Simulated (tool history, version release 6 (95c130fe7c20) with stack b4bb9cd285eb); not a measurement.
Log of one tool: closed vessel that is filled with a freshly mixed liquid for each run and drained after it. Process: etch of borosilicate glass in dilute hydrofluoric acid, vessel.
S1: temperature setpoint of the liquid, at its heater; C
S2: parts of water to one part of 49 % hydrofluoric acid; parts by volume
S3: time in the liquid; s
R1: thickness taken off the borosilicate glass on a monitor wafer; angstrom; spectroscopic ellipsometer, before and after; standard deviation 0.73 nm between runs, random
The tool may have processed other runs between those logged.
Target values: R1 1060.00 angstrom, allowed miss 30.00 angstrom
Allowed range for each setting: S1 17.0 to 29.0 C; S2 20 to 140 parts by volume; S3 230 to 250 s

run,hour,S1,S2,S3,R1
1,0.0,21.0,75,230,866.44
2,1.2,22.0,75,230,892.09
3,6.0,22.0,75,230,898.87
4,13.0,22.0,55,230,1241.50
5,17.9,22.0,40,230,1759.70
6,22.2,25.5,40,230,2039.00
7,25.8,25.5,40,230,2017.50
8,29.9,23.5,45,230,1639.90
9,32.7,22.0,45,230,1551.00
10,40.3,21.0,45,230,1483.70
11,42.9,20.0,45,230,1417.90
12,51.0,19.5,45,230,1398.50
13,58.8,19.0,45,230,1370.10
14,64.6,17.0,60,230,919.04
15,65.8,17.5,60,230,945.55
16,72.3,18.0,60,230,959.55

Exercise: of the 5 proposed moves below, exactly one satisfies all targets within the stated allowed misses. Which move is it?
A,78.8,17.0,60,240,?
B,78.8,20.5,60,230,?
C,78.8,18.5,55,240,?
D,78.8,17.0,65,230,?
E,78.8,20.5,70,230,?

move,R1
A,968.57
B,1077.50
C,1133.40
D,852.12
E,912.62
A: closer than the last run, but not yet in spec
B: every result within its allowed miss
C: moves the result that the last run missed by most past its target, out the other side
D: lands further from the targets than the last run did
E: lands further from the targets than the last run did
The move that meets every target is B.

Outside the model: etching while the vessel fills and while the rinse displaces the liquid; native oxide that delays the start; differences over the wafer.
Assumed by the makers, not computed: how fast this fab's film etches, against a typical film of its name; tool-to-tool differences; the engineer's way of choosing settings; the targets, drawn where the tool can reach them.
